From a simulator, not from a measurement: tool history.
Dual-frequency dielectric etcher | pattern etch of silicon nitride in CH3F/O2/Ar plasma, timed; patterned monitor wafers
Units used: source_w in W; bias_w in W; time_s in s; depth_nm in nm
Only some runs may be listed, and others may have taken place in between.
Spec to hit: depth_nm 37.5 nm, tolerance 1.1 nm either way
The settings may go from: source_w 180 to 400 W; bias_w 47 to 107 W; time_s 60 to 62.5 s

| run | hour | source_w | bias_w | time_s | depth_nm |
|---|---|---|---|---|---|
| 1 | 0 | 290 | 77 | 60 | 32.071 |
| 2 | 7.3 | 290 | 66 | 60 | 29.636 |
| 3 | 15 | 290 | 66 | 62.5 | 30.757 |
| 4 | 17.2 | 310 | 70 | 62.5 | 32.773 |
| 5 | 22.8 | 330 | 70 | 62.5 | 33.678 |
| 6 | 28.6 | 330 | 70 | 62.5 | 33.708 |
| 7 | 32.6 | 330 | 70 | 62.5 | 33.735 |
| 8 | 41.2 | 350 | 72 | 62.5 | 34.947 |
| 9 | 45.8 | 360 | 73 | 62.5 | 35.725 |
| 10 | 53.2 | 370 | 74 | 62.5 | 36.144 |

Which single option among these 4 for the next run brings every result within its allowed miss of target? Just one does.
| A | 60.6 | 400 | 74 | 60 | ? |
| B | 60.6 | 370 | 80 | 62.5 | ? |
| C | 60.6 | 380 | 69 | 60.5 | ? |
| D | 60.6 | 390 | 64 | 62.5 | ? |

| move | depth_nm |
|---|---|
| A | 35.777 |
| B | 37.584 |
| C | 34.081 |
| D | 34.209 |
A: lands further from the targets than the last run did
B: hits every target within its allowed miss
C: lands further from the targets than the last run did
D: lands further from the targets than the last run did
B is the move that brings every result within its allowed miss.
